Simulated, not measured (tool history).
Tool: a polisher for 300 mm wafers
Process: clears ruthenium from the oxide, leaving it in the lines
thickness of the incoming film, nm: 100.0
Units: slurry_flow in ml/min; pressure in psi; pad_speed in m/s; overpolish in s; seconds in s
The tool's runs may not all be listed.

Run 1, hour 0: slurry_flow 235 ml/min, pressure 2 psi, pad_speed 0.78 m/s, overpolish 7 s. Result: seconds 110.38 s.
Run 2, hour 1.8: slurry_flow 200 ml/min, pressure 2 psi, pad_speed 0.78 m/s, overpolish 7 s. Result: seconds 112.2 s.
Run 3, hour 8.3: slurry_flow 200 ml/min, pressure 2 psi, pad_speed 0.66 m/s, overpolish 7 s. Result: seconds 128.71 s.
Run 4, hour 15.2: slurry_flow 200 ml/min, pressure 1.6 psi, pad_speed 0.66 m/s, overpolish 7 s. Result: seconds 158.36 s.
Run 5, hour 16.5: slurry_flow 145 ml/min, pressure 1.6 psi, pad_speed 0.66 m/s, overpolish 7 s. Result: seconds 168.39 s.
Run 6, hour 22.2: slurry_flow 145 ml/min, pressure 1.6 psi, pad_speed 0.66 m/s, overpolish 7 s. Result: seconds 163.79 s.
Run 7, hour 25.5: slurry_flow 145 ml/min, pressure 1.7 psi, pad_speed 0.66 m/s, overpolish 7 s. Result: seconds 157.36 s.

The next listed run, before its measurement:
Run 8, hour 33.1: slurry_flow 150 ml/min, pressure 1.8 psi, pad_speed 0.66 m/s, overpolish 7 s. Result: seconds ?.

seconds: 151.93 s
